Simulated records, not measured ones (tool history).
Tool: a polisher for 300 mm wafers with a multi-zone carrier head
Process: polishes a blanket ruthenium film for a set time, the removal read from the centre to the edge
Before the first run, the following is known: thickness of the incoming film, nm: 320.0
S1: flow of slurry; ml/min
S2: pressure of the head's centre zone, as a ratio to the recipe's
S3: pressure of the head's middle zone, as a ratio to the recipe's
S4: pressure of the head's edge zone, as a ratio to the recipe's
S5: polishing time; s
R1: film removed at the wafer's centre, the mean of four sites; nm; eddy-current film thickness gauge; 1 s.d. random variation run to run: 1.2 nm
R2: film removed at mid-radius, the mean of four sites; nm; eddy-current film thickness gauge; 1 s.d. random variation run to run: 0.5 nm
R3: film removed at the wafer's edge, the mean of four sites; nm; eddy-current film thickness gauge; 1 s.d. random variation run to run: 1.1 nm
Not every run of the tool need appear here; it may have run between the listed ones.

run	hour	S1	S2	S3	S4	S5	R1	R2	R3
1	0.0	155	1.00	1.00	1.00	87	88.957	92.597	93.873
2	4.0	150	1.01	0.98	0.96	84	87.091	86.558	85.326
3	9.8	140	1.00	0.96	0.94	83	83.349	83.413	85.424
4	12.0	140	1.00	0.96	0.94	101	100.040	100.800	104.220
5	18.1	140	0.97	0.96	0.94	101	96.448	101.790	101.720
6	23.8	140	0.97	1.01	0.94	101	97.293	105.760	100.230

What will run 7 give?
7	26.0	140	0.98	0.98	0.91	95	?	?	?

R1: 95.137 nm
R2: 96.517 nm
R3: 96.166 nm

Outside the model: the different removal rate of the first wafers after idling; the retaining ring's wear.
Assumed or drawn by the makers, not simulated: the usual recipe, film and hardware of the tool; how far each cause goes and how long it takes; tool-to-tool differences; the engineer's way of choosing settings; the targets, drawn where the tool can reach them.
